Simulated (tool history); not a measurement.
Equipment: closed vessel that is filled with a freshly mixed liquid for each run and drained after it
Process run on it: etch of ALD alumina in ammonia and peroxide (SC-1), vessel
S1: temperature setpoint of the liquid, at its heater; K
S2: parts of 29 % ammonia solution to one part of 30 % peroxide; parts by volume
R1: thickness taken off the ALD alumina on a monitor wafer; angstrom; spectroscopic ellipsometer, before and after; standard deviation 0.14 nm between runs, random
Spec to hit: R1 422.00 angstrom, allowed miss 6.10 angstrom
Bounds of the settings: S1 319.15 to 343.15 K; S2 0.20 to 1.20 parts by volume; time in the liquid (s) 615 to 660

{"run": 1, "hour": 0.0, "S1": 335.15, "S2": 0.85, "time in the liquid (s)": 615, "R1": 788.12}
{"run": 2, "hour": 6.8, "S1": 335.15, "S2": 0.85, "time in the liquid (s)": 660, "R1": 842.16}
{"run": 3, "hour": 15.1, "S1": 332.65, "S2": 0.85, "time in the liquid (s)": 660, "R1": 744.1}
{"run": 4, "hour": 22.0, "S1": 330.65, "S2": 0.85, "time in the liquid (s)": 660, "R1": 666.52}
{"run": 5, "hour": 23.8, "S1": 329.15, "S2": 0.85, "time in the liquid (s)": 660, "R1": 622.3}
{"run": 6, "hour": 25.7, "S1": 327.65, "S2": 0.85, "time in the liquid (s)": 660, "R1": 575.45}
{"run": 7, "hour": 29.8, "S1": 326.65, "S2": 0.85, "time in the liquid (s)": 660, "R1": 540.81}
{"run": 8, "hour": 32.3, "S1": 325.65, "S2": 0.85, "time in the liquid (s)": 660, "R1": 510.82}
{"run": 9, "hour": 39.7, "S1": 325.15, "S2": 0.85, "time in the liquid (s)": 660, "R1": 499.63}
{"run": 10, "hour": 46.4, "S1": 324.65, "S2": 0.85, "time in the liquid (s)": 660, "R1": 485.74}
{"run": 11, "hour": 47.8, "S1": 321.15, "S2": 0.85, "time in the liquid (s)": 660, "R1": 400.66}
{"run": 12, "hour": 49.9, "S1": 321.65, "S2": 0.85, "time in the liquid (s)": 660, "R1": 411.84}

Next run, 4 choices. One meets every target within its allowed miss, the rest don't. Which?
{"run": "A", "hour": 52.0, "S1": 321.15, "S2": 0.95, "time in the liquid (s)": 660, "R1": "?"}
{"run": "B", "hour": 52.0, "S1": 321.65, "S2": 0.9, "time in the liquid (s)": 650, "R1": "?"}
{"run": "C", "hour": 52.0, "S1": 323.65, "S2": 0.65, "time in the liquid (s)": 620, "R1": "?"}
{"run": "D", "hour": 52.0, "S1": 322.65, "S2": 0.95, "time in the liquid (s)": 615, "R1": "?"}

move=A R1=406.18
move=B R1=409.20
move=C R1=422.58
move=D R1=411.32
A: lands further from the targets than the last run did
B: lands further from the targets than the last run did
C: each result inside its tolerance
D: lands further from the targets than the last run did
The right move is C.
